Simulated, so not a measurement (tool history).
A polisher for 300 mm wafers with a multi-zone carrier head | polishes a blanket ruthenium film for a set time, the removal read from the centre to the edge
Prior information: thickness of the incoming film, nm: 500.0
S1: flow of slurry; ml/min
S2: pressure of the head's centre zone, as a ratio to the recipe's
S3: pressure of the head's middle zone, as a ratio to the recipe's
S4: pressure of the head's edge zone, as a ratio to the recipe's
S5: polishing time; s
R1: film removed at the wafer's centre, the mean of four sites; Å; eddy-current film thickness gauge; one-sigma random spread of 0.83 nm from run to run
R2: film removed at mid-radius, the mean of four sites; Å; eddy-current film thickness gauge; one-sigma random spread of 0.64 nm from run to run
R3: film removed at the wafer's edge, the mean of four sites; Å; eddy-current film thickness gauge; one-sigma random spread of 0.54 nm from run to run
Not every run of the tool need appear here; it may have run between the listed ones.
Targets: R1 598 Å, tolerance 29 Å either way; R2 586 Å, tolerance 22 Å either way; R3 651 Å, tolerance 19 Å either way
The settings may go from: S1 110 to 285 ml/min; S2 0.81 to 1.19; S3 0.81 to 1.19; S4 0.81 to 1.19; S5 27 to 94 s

run 1 hour=0 | S1=180 S2=1 S3=1 S4=1 S5=60 | R1=532.5 R2=520.58 R3=528.16
run 2 hour=2.5 | S1=190 S2=1 S3=1 S4=1.04 S5=61 | R1=539.15 R2=548.75 R3=549.55
run 3 hour=7.2 | S1=195 S2=1 S3=0.98 S4=1.07 S5=62 | R1=552.81 R2=543.68 R3=572.26
run 4 hour=13.9 | S1=205 S2=1 S3=0.98 S4=1.09 S5=62 | R1=553.31 R2=555.44 R3=567.2
run 5 hour=17.6 | S1=205 S2=0.93 S3=0.98 S4=1.09 S5=62 | R1=519.93 R2=543.34 R3=571.5
run 6 hour=22.8 | S1=205 S2=1.01 S3=0.98 S4=1.09 S5=62 | R1=562.96 R2=540.58 R3=569.68
run 7 hour=26.4 | S1=205 S2=1 S3=0.98 S4=1.1 S5=63 | R1=554.1 R2=569.05 R3=588.55
run 8 hour=31.7 | S1=245 S2=1.04 S3=0.92 S4=1.19 S5=65 | R1=625.45 R2=570.36 R3=645.9
run 9 hour=39.3 | S1=245 S2=1.03 S3=0.92 S4=1.19 S5=65 | R1=612.95 R2=558.31 R3=640.75
run 10 hour=43.6 | S1=245 S2=1.02 S3=0.93 S4=1.19 S5=65 | R1=600.73 R2=550.92 R3=638.62

Which of these 4 next moves meets every target?
run A hour=47.9 | S1=195 S2=1.01 S3=0.98 S4=1.19 S5=67 | R1=? R2=? R3=?
run B hour=47.9 | S1=285 S2=1 S3=0.82 S4=1.19 S5=63 | R1=? R2=? R3=?
run C hour=47.9 | S1=225 S2=1.08 S3=0.88 S4=1.18 S5=64 | R1=? R2=? R3=?
run D hour=47.9 | S1=215 S2=0.96 S3=0.84 S4=1.19 S5=67 | R1=? R2=? R3=?

move=A R1=618.61 R2=596.64 R3=656.68
move=B R1=602.64 R2=504.56 R3=638.37
move=C R1=643.88 R2=529.73 R3=633.28
move=D R1=594.98 R2=531.27 R3=663.67
A: every result within its allowed miss
B: misses by more than the last run did
C: misses by more than the last run did
D: misses by more than the last run did
Go with A: it meets all targets.
